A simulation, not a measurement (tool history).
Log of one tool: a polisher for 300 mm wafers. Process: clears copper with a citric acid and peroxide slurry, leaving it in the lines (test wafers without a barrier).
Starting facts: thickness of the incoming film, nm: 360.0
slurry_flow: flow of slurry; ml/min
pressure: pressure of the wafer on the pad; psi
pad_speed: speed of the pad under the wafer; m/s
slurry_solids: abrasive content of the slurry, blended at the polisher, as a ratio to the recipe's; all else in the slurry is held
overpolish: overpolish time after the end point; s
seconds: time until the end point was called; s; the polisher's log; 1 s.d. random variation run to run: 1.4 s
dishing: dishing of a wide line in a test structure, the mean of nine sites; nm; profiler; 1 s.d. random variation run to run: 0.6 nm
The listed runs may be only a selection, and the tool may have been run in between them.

Run 1, day 0: slurry_flow 265 ml/min, pressure 3.2 psi, pad_speed 1.02 m/s, slurry_solids 1, overpolish 30 s. Result: seconds 146.47 s, dishing 43.531 nm.
Run 2, day 0.196: slurry_flow 265 ml/min, pressure 3.2 psi, pad_speed 0.86 m/s, slurry_solids 1, overpolish 30 s. Result: seconds 166.26 s, dishing 40.308 nm.
Run 3, day 0.362: slurry_flow 330 ml/min, pressure 3.2 psi, pad_speed 0.86 m/s, slurry_solids 1, overpolish 30 s. Result: seconds 162.44 s, dishing 40.375 nm.
Run 4, day 0.592: slurry_flow 330 ml/min, pressure 3.2 psi, pad_speed 0.86 m/s, slurry_solids 1, overpolish 35 s. Result: seconds 164.23 s, dishing 47.204 nm.
Run 5, day 0.842: slurry_flow 330 ml/min, pressure 2.9 psi, pad_speed 0.86 m/s, slurry_solids 1, overpolish 35 s. Result: seconds 178.75 s, dishing 41.955 nm.
Run 6, day 1.192: slurry_flow 330 ml/min, pressure 2.9 psi, pad_speed 0.86 m/s, slurry_solids 1, overpolish 48 s. Result: seconds 175.78 s, dishing 54.418 nm.
Run 7, day 1.521: slurry_flow 330 ml/min, pressure 3 psi, pad_speed 0.88 m/s, slurry_solids 1, overpolish 37 s. Result: seconds 168.97 s, dishing 46.263 nm.
Run 8, day 1.825: slurry_flow 330 ml/min, pressure 3.1 psi, pad_speed 0.88 m/s, slurry_solids 1, overpolish 30 s. Result: seconds 165.56 s, dishing 41.125 nm.
Run 9, day 2.188: slurry_flow 325 ml/min, pressure 3.1 psi, pad_speed 0.88 m/s, slurry_solids 1, overpolish 25 s. Result: seconds 165.46 s, dishing 35.114 nm.
Run 10, day 2.467: slurry_flow 325 ml/min, pressure 3.1 psi, pad_speed 0.88 m/s, slurry_solids 1, overpolish 23 s. Result: seconds 166.49 s, dishing 32.279 nm.

Expected results for the next run?
Run 11, day 2.542: slurry_flow 325 ml/min, pressure 3.1 psi, pad_speed 0.88 m/s, slurry_solids 1, overpolish 22 s. Result: seconds ?, dishing ?.

For run 11 the tool returned seconds 166.13 s, dishing 30.697 nm.

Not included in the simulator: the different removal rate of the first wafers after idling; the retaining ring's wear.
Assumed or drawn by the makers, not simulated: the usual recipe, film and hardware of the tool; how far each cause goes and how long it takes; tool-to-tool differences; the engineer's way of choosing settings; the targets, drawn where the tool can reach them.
